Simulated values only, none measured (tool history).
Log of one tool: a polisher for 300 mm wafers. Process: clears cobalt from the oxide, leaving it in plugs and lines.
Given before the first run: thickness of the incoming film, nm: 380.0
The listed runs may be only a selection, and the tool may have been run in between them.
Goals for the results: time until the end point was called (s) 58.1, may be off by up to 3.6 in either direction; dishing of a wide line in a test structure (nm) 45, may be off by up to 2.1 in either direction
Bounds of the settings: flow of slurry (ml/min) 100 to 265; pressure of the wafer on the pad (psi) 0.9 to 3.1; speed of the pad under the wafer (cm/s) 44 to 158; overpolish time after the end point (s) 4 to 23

run,day,flow of slurry (ml/min),pressure of the wafer on the pad (psi),speed of the pad under the wafer (cm/s),overpolish time after the end point (s),time until the end point was called (s),dishing of a wide line in a test structure (nm)
1,0,170,2,100,12,80.009,32.933
2,0.162,170,2,100,15,83.954,37.502
3,0.304,200,2,100,15,79.542,37.569
4,0.542,200,2.1,100,15,76.206,38.793
5,0.842,200,2.2,100,15,70.91,38.915
6,1.088,200,2.2,80,15,86.464,35.618
7,1.396,200,2.4,82,15,81.693,37.333
8,1.488,205,2.6,84,15,72.291,38.907
9,1.812,205,2.7,84,15,69.08,39.407
10,1.996,205,2.8,84,15,68.574,40.293
11,2.142,210,2.9,86,15,62.314,41.517
12,2.508,210,2.9,86,15,62.207,41.311
13,2.65,210,3,86,16,59.928,43.199

Of the 4 settings listed for the next run, only one would bring every result within its allowed miss of target. Which one?
A,2.792,175,3.1,90,13,?,?
B,2.792,240,3.1,84,17,?,?
C,2.792,220,3.1,88,14,?,?
D,2.792,195,3,106,16,?,?

move,time until the end point was called (s),dishing of a wide line in a test structure (nm)
A,57.197,40.375
B,58.533,44.161
C,56.555,41.771
D,49.57,45.471
A: misses by more than the last run did
B: every result within its allowed miss
C: misses by more than the last run did
D: puts the biggest miss on target and leaves a different result outside tolerance
Correct choice: B, which meets every target
